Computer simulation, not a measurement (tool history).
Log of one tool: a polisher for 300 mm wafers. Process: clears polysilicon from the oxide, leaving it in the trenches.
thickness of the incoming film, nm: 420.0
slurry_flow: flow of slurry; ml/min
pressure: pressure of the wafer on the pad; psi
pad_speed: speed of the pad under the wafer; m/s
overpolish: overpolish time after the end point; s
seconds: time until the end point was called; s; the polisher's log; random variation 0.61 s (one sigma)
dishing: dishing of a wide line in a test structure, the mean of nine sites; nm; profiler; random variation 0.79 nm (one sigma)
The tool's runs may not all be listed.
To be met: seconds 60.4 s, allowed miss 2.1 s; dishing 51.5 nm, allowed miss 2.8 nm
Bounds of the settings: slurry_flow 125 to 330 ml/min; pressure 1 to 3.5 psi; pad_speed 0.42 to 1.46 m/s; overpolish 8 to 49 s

run    day  slurry_flow  pressure  pad_speed  overpolish  seconds  dishing
  1      0          210       2.2       0.94          25   42.221   66.103
  2  0.308          210       2.5       0.94          25   37.895   69.162
  3  0.508          175       2.5       0.94          25   37.876   66.123
  4  0.629          175       2.5       0.94          32    37.62   68.802
  5  0.883          165       2.2       0.94          26   44.088   67.659
  6  1.192          165       2.2       0.86          26   46.711   67.342
  7    1.4          155         2        0.9          22   51.211   63.805
  8  1.429          150       1.9       0.94          19       52   62.121
  9  1.738          145       1.8       0.98          16   52.769   57.411
 10  2.079          140       1.7       0.98          14   56.117   54.324
 11  2.404          140       1.7       0.98          13   55.343   51.694

5 next moves are on the table. One of them brings every result within its allowed miss. Which?
  A  2.729          135       1.2       1.18          15        ?        ?
  B  2.729          130       2.1       0.74          14        ?        ?
  C  2.729          125       1.4       1.04          19        ?        ?
  D  2.729          130       1.5       0.94          15        ?        ?
  E  2.729          215       1.6       0.98          13        ?        ?

move  seconds  dishing
   A   65.541   51.177
   B   60.816   51.321
   C   65.255   56.803
   D   66.733   50.733
   E   54.882   52.018
A: takes the result that was furthest off past its target
B: meets every target
C: takes the result that was furthest off past its target
D: takes the result that was furthest off past its target
E: further off than the last run
The right move is B.
